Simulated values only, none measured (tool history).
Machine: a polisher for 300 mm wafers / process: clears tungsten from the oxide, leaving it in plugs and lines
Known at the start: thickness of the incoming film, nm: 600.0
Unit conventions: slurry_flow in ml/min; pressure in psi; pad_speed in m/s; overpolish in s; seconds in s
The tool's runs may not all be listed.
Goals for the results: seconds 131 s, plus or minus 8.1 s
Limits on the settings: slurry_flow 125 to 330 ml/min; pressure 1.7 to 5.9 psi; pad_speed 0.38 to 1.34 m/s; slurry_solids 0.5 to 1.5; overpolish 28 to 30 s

Run 1, hour 0: slurry_flow 210 ml/min, pressure 3.8 psi, pad_speed 0.86 m/s, slurry_solids 1, overpolish 28 s. Result: seconds 229.76 s.
Run 2, hour 6.9: slurry_flow 210 ml/min, pressure 3.4 psi, pad_speed 0.86 m/s, slurry_solids 1, overpolish 28 s. Result: seconds 254.41 s.
Run 3, hour 9.7: slurry_flow 210 ml/min, pressure 3.4 psi, pad_speed 0.7 m/s, slurry_solids 1, overpolish 28 s. Result: seconds 308.03 s.
Run 4, hour 13.2: slurry_flow 210 ml/min, pressure 3.8 psi, pad_speed 0.74 m/s, slurry_solids 1, overpolish 28 s. Result: seconds 272.51 s.
Run 5, hour 16.8: slurry_flow 210 ml/min, pressure 4.1 psi, pad_speed 0.78 m/s, slurry_solids 1, overpolish 28 s. Result: seconds 236.09 s.
Run 6, hour 23.8: slurry_flow 210 ml/min, pressure 4.1 psi, pad_speed 0.78 m/s, slurry_solids 0.85, overpolish 28 s. Result: seconds 243.59 s.
Run 7, hour 26.6: slurry_flow 215 ml/min, pressure 5.1 psi, pad_speed 0.94 m/s, slurry_solids 0.9, overpolish 28 s. Result: seconds 179.52 s.
Run 8, hour 32.2: slurry_flow 215 ml/min, pressure 5.2 psi, pad_speed 0.98 m/s, slurry_solids 0.9, overpolish 28 s. Result: seconds 166.32 s.
Run 9, hour 33.1: slurry_flow 215 ml/min, pressure 5.9 psi, pad_speed 1.04 m/s, slurry_solids 0.9, overpolish 28 s. Result: seconds 141.27 s.
Run 10, hour 39.2: slurry_flow 215 ml/min, pressure 5.9 psi, pad_speed 1.06 m/s, slurry_solids 0.9, overpolish 28 s. Result: seconds 140.51 s.

Consider the 4 candidate settings below. Which is the only one whose results all fall within their allowed miss of target?
Run A, hour 45.3: slurry_flow 140 ml/min, pressure 5.3 psi, pad_speed 0.94 m/s, slurry_solids 1.25, overpolish 30 s. Result: seconds ?.
Run B, hour 45.3: slurry_flow 185 ml/min, pressure 5.5 psi, pad_speed 1.04 m/s, slurry_solids 0.9, overpolish 28 s. Result: seconds ?.
Run C, hour 45.3: slurry_flow 195 ml/min, pressure 5.6 psi, pad_speed 1.02 m/s, slurry_solids 1, overpolish 30 s. Result: seconds ?.
Run D, hour 45.3: slurry_flow 195 ml/min, pressure 5.6 psi, pad_speed 1.08 m/s, slurry_solids 1.4, overpolish 28 s. Result: seconds ?.

move  seconds
   A   168.47
   B   153.21
   C   148.69
   D   128.95
A: the biggest miss grows against the last run
B: the biggest miss grows against the last run
C: the biggest miss grows against the last run
D: all results land within tolerance of their targets
Move D is the one to make.
